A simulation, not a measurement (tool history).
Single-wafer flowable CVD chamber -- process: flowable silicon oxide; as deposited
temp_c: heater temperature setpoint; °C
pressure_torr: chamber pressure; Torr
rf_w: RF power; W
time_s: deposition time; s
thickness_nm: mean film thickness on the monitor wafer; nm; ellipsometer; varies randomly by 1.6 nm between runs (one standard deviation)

run	hour	temp_c	pressure_torr	rf_w	time_s	thickness_nm
1	0.0	110	0.927	1640	462	251.75
2	7.2	108	0.927	1640	462	268.91
3	10.1	106	0.927	1640	462	285.37
4	18.3	106	1.021	1640	462	317.57
5	26.2	106	1.122	1640	462	341.99
6	34.9	105	1.122	1640	462	352.30
7	39.5	104	1.122	1640	462	365.30

The next listed run, before its measurement:
8	43.9	102	1.123	1640	462	?

thickness_nm: 388.33 nm
